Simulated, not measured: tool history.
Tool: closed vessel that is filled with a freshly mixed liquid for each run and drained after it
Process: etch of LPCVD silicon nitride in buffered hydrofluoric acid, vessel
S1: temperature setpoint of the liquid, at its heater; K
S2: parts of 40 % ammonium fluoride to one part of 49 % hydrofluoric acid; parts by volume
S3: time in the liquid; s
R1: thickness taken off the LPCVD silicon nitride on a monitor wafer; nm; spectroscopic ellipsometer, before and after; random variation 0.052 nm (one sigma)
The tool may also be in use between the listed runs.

{"run": 1, "hour": 0.0, "S1": 293.15, "S2": 8.0, "S3": 580, "R1": 8.9666}
{"run": 2, "hour": 6.1, "S1": 293.15, "S2": 8.0, "S3": 415, "R1": 6.2462}
{"run": 3, "hour": 10.9, "S1": 294.15, "S2": 8.0, "S3": 415, "R1": 6.7443}
{"run": 4, "hour": 14.1, "S1": 295.15, "S2": 8.0, "S3": 415, "R1": 7.129}
{"run": 5, "hour": 16.7, "S1": 295.15, "S2": 8.0, "S3": 580, "R1": 9.9851}
{"run": 6, "hour": 20.7, "S1": 295.15, "S2": 6.5, "S3": 580, "R1": 12.24}
{"run": 7, "hour": 26.3, "S1": 294.15, "S2": 6.5, "S3": 580, "R1": 11.555}

Run 8 comes next. What will it give?
{"run": 8, "hour": 28.0, "S1": 293.15, "S2": 6.5, "S3": 580, "R1": "?"}

{"run 8": {"R1": 10.903}}
